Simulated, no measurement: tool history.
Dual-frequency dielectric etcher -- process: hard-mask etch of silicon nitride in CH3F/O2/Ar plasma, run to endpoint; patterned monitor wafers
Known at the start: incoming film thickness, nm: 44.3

run 1 day=0.000 | source_power_(W)=430 bias_power_(W)=79 | endpoint_time_(s)=62.048
run 2 day=0.317 | source_power_(W)=470 bias_power_(W)=79 | endpoint_time_(s)=60.276
run 3 day=0.646 | source_power_(W)=480 bias_power_(W)=80 | endpoint_time_(s)=58.825
run 4 day=0.683 | source_power_(W)=480 bias_power_(W)=75 | endpoint_time_(s)=60.199
run 5 day=0.975 | source_power_(W)=430 bias_power_(W)=75 | endpoint_time_(s)=62.374
run 6 day=1.088 | source_power_(W)=430 bias_power_(W)=89 | endpoint_time_(s)=60.147
run 7 day=1.408 | source_power_(W)=440 bias_power_(W)=90 | endpoint_time_(s)=59.786

Forecast run 8:
run 8 day=1.725 | source_power_(W)=450 bias_power_(W)=91 | endpoint_time_(s)=?

endpoint time (s): 58.813

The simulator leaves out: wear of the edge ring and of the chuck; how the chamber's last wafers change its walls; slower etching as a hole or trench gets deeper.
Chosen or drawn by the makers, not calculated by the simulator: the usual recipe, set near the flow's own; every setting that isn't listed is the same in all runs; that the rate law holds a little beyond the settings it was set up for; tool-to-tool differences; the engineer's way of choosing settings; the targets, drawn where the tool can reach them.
